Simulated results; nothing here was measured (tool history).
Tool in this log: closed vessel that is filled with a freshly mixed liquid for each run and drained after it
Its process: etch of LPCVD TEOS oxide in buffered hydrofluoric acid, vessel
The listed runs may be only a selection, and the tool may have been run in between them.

| run | hour | temperature setpoint of the liquid (C) | parts of 40 % ammonium fluoride to one part of 49 % hydrofluoric acid (parts by volume) | time in the liquid (s) | thickness taken off the LPCVD TEOS oxide on a monitor wafer (Å) |
|---|---|---|---|---|---|
| 1 | 0 | 21 | 19.5 | 90 | 797.89 |
| 2 | 2.8 | 23.5 | 17 | 90 | 1054.7 |
| 3 | 11.2 | 25.5 | 16 | 90 | 1236.5 |
| 4 | 19.9 | 28.5 | 16 | 90 | 1446.3 |
| 5 | 21.9 | 28.5 | 15 | 90 | 1560.4 |
| 6 | 28.9 | 28.5 | 15 | 95 | 1646.2 |

Run 7 is up next; what results do you expect?
| 7 | 29.9 | 28.5 | 15 | 95 | ? |

{"run 7": {"thickness taken off the LPCVD TEOS oxide on a monitor wafer (Å)": 1641.7}}
